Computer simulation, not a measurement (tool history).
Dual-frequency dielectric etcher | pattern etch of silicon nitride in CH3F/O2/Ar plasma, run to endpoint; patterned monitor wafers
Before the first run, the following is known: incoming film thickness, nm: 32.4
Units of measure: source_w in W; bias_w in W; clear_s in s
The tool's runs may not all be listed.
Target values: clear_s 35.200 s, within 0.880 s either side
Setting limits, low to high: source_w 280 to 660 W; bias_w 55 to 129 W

{"run": 1, "hour": 0.0, "source_w": 470, "bias_w": 92, "clear_s": 39.904}
{"run": 2, "hour": 5.0, "source_w": 500, "bias_w": 94, "clear_s": 37.978}
{"run": 3, "hour": 10.7, "source_w": 500, "bias_w": 78, "clear_s": 41.569}
{"run": 4, "hour": 13.2, "source_w": 470, "bias_w": 78, "clear_s": 42.854}
{"run": 5, "hour": 20.5, "source_w": 470, "bias_w": 62, "clear_s": 47.788}
{"run": 6, "hour": 28.9, "source_w": 510, "bias_w": 62, "clear_s": 45.349}
{"run": 7, "hour": 30.3, "source_w": 540, "bias_w": 66, "clear_s": 42.997}
{"run": 8, "hour": 35.5, "source_w": 570, "bias_w": 69, "clear_s": 39.733}
{"run": 9, "hour": 39.7, "source_w": 590, "bias_w": 69, "clear_s": 40.163}
{"run": 10, "hour": 45.3, "source_w": 660, "bias_w": 87, "clear_s": 33.869}

Which one of the following 4 next-run settings gets every result inside its allowed miss? There is exactly one.
{"run": "A", "hour": 50.9, "source_w": 550, "bias_w": 110, "clear_s": "?"}
{"run": "B", "hour": 50.9, "source_w": 660, "bias_w": 96, "clear_s": "?"}
{"run": "C", "hour": 50.9, "source_w": 660, "bias_w": 78, "clear_s": "?"}
{"run": "D", "hour": 50.9, "source_w": 650, "bias_w": 93, "clear_s": "?"}

move=A clear_s=32.928
move=B clear_s=31.754
move=C clear_s=34.790
move=D clear_s=32.457
A: moves away from the targets compared with the last run
B: moves away from the targets compared with the last run
C: every result lands within tolerance
D: moves away from the targets compared with the last run
The right move is C.
